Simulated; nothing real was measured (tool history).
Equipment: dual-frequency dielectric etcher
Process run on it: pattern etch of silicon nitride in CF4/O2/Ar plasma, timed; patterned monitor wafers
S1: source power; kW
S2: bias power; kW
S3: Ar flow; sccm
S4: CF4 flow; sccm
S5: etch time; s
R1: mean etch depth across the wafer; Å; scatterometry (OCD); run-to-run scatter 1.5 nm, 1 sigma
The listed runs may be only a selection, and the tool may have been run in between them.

run	day	S1	S2	S3	S4	S5	R1
1	0	0.63	0.051	85	118	112.5	2929.5
2	0.304	0.63	0.051	85	99	112.5	2907.1
3	0.471	0.63	0.051	85	99	112.5	2898.7
4	0.533	0.72	0.051	85	99	112.5	3364.6
5	0.683	0.72	0.051	85	88	112.5	3294.7
6	0.942	0.69	0.051	85	88	112.5	3146.9
7	1.208	0.66	0.051	85	88	112.5	2981.6
8	1.533	0.64	0.051	85	88	112.5	2909.4
9	1.788	0.62	0.051	85	88	112.5	2821.2
10	2.112	0.61	0.051	85	88	112.5	2790.4
11	2.292	0.6	0.051	85	88	112.5	2671.4
12	2.517	0.59	0.051	85	88	112.5	2680.7
13	2.558	0.52	0.05	85	88	112.5	2285

Expected results for the next run?
14	2.642	0.53	0.05	85	88	112.5	?

{"run 14": {"R1": 2372.3}}

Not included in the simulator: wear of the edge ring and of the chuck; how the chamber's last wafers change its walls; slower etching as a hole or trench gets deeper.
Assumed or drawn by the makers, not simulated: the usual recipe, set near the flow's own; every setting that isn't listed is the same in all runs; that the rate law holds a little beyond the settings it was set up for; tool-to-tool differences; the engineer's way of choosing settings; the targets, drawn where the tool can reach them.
